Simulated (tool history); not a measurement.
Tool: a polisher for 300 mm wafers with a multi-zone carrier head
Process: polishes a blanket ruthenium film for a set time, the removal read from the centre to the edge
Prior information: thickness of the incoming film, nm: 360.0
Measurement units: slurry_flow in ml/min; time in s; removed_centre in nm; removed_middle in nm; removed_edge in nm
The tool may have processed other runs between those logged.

run,hour,slurry_flow,centre_zone,middle_zone,edge_zone,time,removed_centre,removed_middle,removed_edge
1,0.0,240,1.00,1.00,1.00,40,50.417,51.335,51.416
2,3.5,245,0.98,1.02,1.05,41,49.715,54.408,53.347
3,11.8,245,0.98,1.02,1.09,41,49.805,53.037,53.702
4,14.3,250,0.96,1.02,1.11,43,52.641,56.012,57.786
5,21.2,250,1.04,1.02,1.11,43,53.891,55.561,57.140
6,22.7,255,0.99,1.03,1.13,44,55.913,57.584,59.498

What will run 7 give?
7,24.7,240,0.94,1.04,1.15,45,?,?,?

{"run 7": {"removed_centre": 53.488, "removed_middle": 58.427, "removed_edge": 60.714}}

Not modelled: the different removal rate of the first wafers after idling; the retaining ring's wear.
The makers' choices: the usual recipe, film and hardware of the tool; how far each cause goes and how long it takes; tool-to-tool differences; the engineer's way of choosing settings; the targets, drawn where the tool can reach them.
